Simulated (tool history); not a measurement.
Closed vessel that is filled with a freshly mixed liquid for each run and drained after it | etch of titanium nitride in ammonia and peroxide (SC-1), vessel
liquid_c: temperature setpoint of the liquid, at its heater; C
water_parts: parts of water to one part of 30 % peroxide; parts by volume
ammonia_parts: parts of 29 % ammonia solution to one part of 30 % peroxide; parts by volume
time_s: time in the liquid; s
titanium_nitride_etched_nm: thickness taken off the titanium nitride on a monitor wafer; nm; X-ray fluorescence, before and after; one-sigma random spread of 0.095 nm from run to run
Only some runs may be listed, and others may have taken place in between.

Run 1, hour 0: liquid_c 58 C, water_parts 12.5 parts by volume, ammonia_parts 0.8 parts by volume, time_s 80 s. Result: titanium_nitride_etched_nm 12.665 nm.
Run 2, hour 0.7: liquid_c 58.5 C, water_parts 12.5 parts by volume, ammonia_parts 0.8 parts by volume, time_s 80 s. Result: titanium_nitride_etched_nm 13.201 nm.
Run 3, hour 1.3: liquid_c 58.5 C, water_parts 12.5 parts by volume, ammonia_parts 0.8 parts by volume, time_s 80 s. Result: titanium_nitride_etched_nm 12.96 nm.
Run 4, hour 3.1: liquid_c 59 C, water_parts 12.5 parts by volume, ammonia_parts 0.8 parts by volume, time_s 80 s. Result: titanium_nitride_etched_nm 13.462 nm.
Run 5, hour 11.1: liquid_c 59 C, water_parts 15.5 parts by volume, ammonia_parts 0.8 parts by volume, time_s 80 s. Result: titanium_nitride_etched_nm 12.044 nm.
Run 6, hour 14.4: liquid_c 59.5 C, water_parts 15.5 parts by volume, ammonia_parts 0.8 parts by volume, time_s 80 s. Result: titanium_nitride_etched_nm 12.491 nm.
Run 7, hour 15: liquid_c 60 C, water_parts 15.5 parts by volume, ammonia_parts 0.8 parts by volume, time_s 80 s. Result: titanium_nitride_etched_nm 12.96 nm.

Expected results for the next run?
Run 8, hour 19.1: liquid_c 60.5 C, water_parts 15.5 parts by volume, ammonia_parts 0.8 parts by volume, time_s 80 s. Result: titanium_nitride_etched_nm ?.

{"run 8": {"titanium_nitride_etched_nm": 13.334}}

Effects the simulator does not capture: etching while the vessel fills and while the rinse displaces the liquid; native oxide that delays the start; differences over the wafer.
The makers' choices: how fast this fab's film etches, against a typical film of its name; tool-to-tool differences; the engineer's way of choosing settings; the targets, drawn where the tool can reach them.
